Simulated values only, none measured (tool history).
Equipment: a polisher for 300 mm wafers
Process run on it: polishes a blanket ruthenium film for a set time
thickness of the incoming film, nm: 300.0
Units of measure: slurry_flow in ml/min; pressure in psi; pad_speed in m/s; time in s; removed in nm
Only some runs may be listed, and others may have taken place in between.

run,hour,slurry_flow,pressure,pad_speed,time,removed
1,0,305,1.8,1.02,98,84.301
2,3.8,305,1.8,1.02,103,91.832
3,12.8,305,1.7,0.96,103,82.085
4,19.2,305,1.7,0.96,98,76.063
5,21,305,1.6,0.96,98,72.992
6,23.5,305,1.5,0.9,98,64.806
7,26.1,305,1.4,0.86,98,56.607
8,31.7,305,1.3,0.84,98,51.415

Expected results for the next run?
9,39.4,305,1.2,0.82,98,?

removed: 46.754 nm
